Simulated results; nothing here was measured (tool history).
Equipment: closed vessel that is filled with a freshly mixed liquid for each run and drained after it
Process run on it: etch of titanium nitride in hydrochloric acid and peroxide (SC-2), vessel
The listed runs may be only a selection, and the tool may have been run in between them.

| run | hour | temperature setpoint of the liquid (°C) | parts of water to one part each of 37 % hydrochloric acid and 30 % peroxide (parts by volume) | time in the liquid (s) | thickness taken off the titanium nitride on a monitor wafer (nm) |
|---|---|---|---|---|---|
| 1 | 0.0 | 57.0 | 10.5 | 1540 | 63.170 |
| 2 | 2.8 | 57.0 | 13.0 | 1540 | 52.674 |
| 3 | 3.6 | 57.0 | 10.5 | 1540 | 62.695 |
| 4 | 11.3 | 57.0 | 10.5 | 1645 | 67.285 |
| 5 | 19.5 | 57.0 | 13.5 | 1645 | 54.717 |
| 6 | 28.3 | 57.0 | 13.5 | 1540 | 50.883 |
| 7 | 33.3 | 55.5 | 13.5 | 1540 | 46.615 |
| 8 | 36.3 | 54.0 | 13.5 | 1540 | 41.457 |
| 9 | 39.5 | 53.0 | 13.5 | 1540 | 39.581 |

Run 10 comes next. What will it give?
| 10 | 48.5 | 52.5 | 13.5 | 1540 | ? |

thickness taken off the titanium nitride on a monitor wafer (nm): 38.347

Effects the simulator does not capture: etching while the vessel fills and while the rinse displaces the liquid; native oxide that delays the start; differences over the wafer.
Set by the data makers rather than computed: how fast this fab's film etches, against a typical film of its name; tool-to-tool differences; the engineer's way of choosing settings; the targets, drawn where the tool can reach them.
